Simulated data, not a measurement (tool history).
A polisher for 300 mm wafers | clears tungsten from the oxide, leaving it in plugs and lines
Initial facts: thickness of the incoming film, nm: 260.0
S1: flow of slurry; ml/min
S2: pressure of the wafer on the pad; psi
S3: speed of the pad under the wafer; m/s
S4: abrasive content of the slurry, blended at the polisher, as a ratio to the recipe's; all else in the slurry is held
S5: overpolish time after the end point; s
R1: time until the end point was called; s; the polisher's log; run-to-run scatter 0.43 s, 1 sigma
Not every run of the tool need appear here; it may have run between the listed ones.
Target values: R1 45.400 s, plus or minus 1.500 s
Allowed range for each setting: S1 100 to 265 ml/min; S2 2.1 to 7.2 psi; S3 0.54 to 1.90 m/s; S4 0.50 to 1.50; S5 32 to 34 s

| run | day | S1 | S2 | S3 | S4 | S5 | R1 |
|---|---|---|---|---|---|---|---|
| 1 | 0.000 | 170 | 4.6 | 1.22 | 1.00 | 32 | 33.826 |
| 2 | 0.075 | 170 | 4.5 | 1.22 | 1.00 | 32 | 34.620 |
| 3 | 0.267 | 170 | 4.4 | 1.22 | 1.00 | 32 | 35.551 |
| 4 | 0.521 | 170 | 4.3 | 1.22 | 1.00 | 32 | 35.757 |
| 5 | 0.721 | 170 | 4.3 | 1.22 | 1.00 | 32 | 36.695 |
| 6 | 0.746 | 170 | 5.2 | 1.22 | 1.00 | 32 | 29.908 |
| 7 | 0.867 | 170 | 5.0 | 1.22 | 1.00 | 32 | 31.402 |
| 8 | 0.908 | 170 | 4.8 | 1.22 | 1.00 | 32 | 32.168 |
| 9 | 1.100 | 170 | 4.6 | 1.22 | 1.00 | 32 | 34.179 |
| 10 | 1.171 | 170 | 4.5 | 1.22 | 1.00 | 32 | 34.491 |
| 11 | 1.488 | 170 | 4.4 | 1.22 | 1.00 | 32 | 35.268 |
| 12 | 1.812 | 170 | 4.3 | 1.22 | 1.00 | 32 | 36.340 |
| 13 | 2.092 | 170 | 4.2 | 1.22 | 1.00 | 32 | 36.854 |
| 14 | 2.279 | 170 | 4.1 | 1.22 | 1.00 | 32 | 38.123 |
| 15 | 2.371 | 170 | 4.0 | 1.22 | 1.00 | 32 | 38.591 |
| 16 | 2.558 | 170 | 3.9 | 1.22 | 1.00 | 32 | 39.339 |
| 17 | 2.912 | 170 | 3.8 | 1.22 | 1.00 | 32 | 40.562 |

5 next moves are on the table. One of them brings every result within its allowed miss. Which?
| A | 3.267 | 165 | 3.4 | 1.12 | 1.05 | 32 | ? |
| B | 3.267 | 115 | 3.8 | 1.18 | 1.00 | 34 | ? |
| C | 3.267 | 145 | 3.2 | 1.14 | 1.15 | 34 | ? |
| D | 3.267 | 160 | 4.1 | 0.84 | 1.30 | 32 | ? |
| E | 3.267 | 180 | 3.7 | 1.14 | 0.70 | 34 | ? |

| move | R1 |
|---|---|
| A | 48.134 |
| B | 45.372 |
| C | 50.296 |
| D | 48.677 |
| E | 47.574 |
A: the result that was furthest off in the last run now lies on the other side of its target
B: all results land within tolerance of their targets
C: the result that was furthest off in the last run now lies on the other side of its target
D: the result that was furthest off in the last run now lies on the other side of its target
E: the result that was furthest off in the last run now lies on the other side of its target
B meets every target.
